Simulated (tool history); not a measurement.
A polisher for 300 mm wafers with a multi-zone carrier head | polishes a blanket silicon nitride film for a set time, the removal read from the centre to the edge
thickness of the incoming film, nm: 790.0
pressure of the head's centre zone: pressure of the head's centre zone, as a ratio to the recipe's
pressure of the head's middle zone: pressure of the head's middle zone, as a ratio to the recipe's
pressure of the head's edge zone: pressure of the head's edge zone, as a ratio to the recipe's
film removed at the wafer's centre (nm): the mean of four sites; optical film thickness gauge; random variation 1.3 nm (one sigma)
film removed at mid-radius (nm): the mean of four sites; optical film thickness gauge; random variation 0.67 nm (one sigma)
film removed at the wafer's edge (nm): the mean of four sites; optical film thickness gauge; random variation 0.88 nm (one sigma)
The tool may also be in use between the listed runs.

| run | day | flow of slurry (ml/min) | pressure of the head's centre zone | pressure of the head's middle zone | pressure of the head's edge zone | polishing time (s) | film removed at the wafer's centre (nm) | film removed at mid-radius (nm) | film removed at the wafer's edge (nm) |
|---|---|---|---|---|---|---|---|---|---|
| 1 | 0.000 | 315 | 1.00 | 1.00 | 1.00 | 55 | 77.638 | 79.241 | 80.738 |
| 2 | 0.067 | 320 | 1.00 | 1.02 | 1.04 | 56 | 79.643 | 83.676 | 86.098 |
| 3 | 0.417 | 370 | 1.00 | 1.02 | 1.04 | 56 | 81.589 | 83.463 | 83.169 |
| 4 | 0.546 | 355 | 1.01 | 1.04 | 1.07 | 56 | 82.339 | 84.867 | 86.400 |
| 5 | 0.883 | 390 | 1.01 | 1.04 | 1.07 | 56 | 81.325 | 85.337 | 86.197 |
| 6 | 1.204 | 390 | 1.01 | 1.04 | 1.07 | 64 | 93.193 | 98.108 | 98.493 |
| 7 | 1.225 | 390 | 1.00 | 1.04 | 1.07 | 64 | 94.681 | 96.860 | 98.848 |
|  | 1.342 | worn pad replaced by a new one |
| 8 | 1.342 | 385 | 0.98 | 1.05 | 1.07 | 64 | 98.343 | 107.590 | 105.050 |
| 9 | 1.650 | 355 | 0.93 | 0.99 | 1.07 | 58 | 84.349 | 91.555 | 95.951 |
| 10 | 2.000 | 365 | 0.93 | 0.99 | 1.07 | 58 | 86.800 | 91.166 | 95.885 |

Run 11 comes next. What will it give?
| 11 | 2.304 | 365 | 0.92 | 0.99 | 1.06 | 58 | ? | ? | ? |

film removed at the wafer's centre (nm): 85.397
film removed at mid-radius (nm): 90.160
film removed at the wafer's edge (nm): 96.038

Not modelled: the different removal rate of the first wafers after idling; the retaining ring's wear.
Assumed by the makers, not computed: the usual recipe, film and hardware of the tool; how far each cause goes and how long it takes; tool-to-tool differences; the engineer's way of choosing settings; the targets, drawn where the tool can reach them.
